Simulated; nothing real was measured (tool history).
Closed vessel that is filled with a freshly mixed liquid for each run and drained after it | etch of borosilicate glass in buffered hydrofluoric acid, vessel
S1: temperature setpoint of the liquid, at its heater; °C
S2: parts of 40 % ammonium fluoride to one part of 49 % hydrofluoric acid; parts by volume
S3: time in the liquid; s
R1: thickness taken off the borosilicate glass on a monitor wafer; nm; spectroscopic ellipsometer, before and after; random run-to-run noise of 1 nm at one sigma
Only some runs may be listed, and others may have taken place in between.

| run | day | S1 | S2 | S3 | R1 |
|---|---|---|---|---|---|
| 1 | 0 | 23 | 11.5 | 90 | 92.926 |
| 2 | 0.254 | 25 | 11.5 | 90 | 105.01 |
| 3 | 0.279 | 26.5 | 11.5 | 90 | 112.76 |
| 4 | 0.371 | 27.5 | 11.5 | 90 | 118.17 |
| 5 | 0.662 | 28.5 | 11.5 | 90 | 124.23 |
| 6 | 0.8 | 29 | 11.5 | 90 | 127.82 |
| 7 | 0.95 | 29.5 | 11.5 | 90 | 129.93 |
| 8 | 0.983 | 30 | 11.5 | 90 | 135.33 |
| 9 | 1.079 | 30 | 11.5 | 90 | 135.32 |

Estimate the outcome of run 10 from the log above:
| 10 | 1.154 | 30.5 | 11 | 90 | ? |

Logged for run 10: R1 143.07 nm.
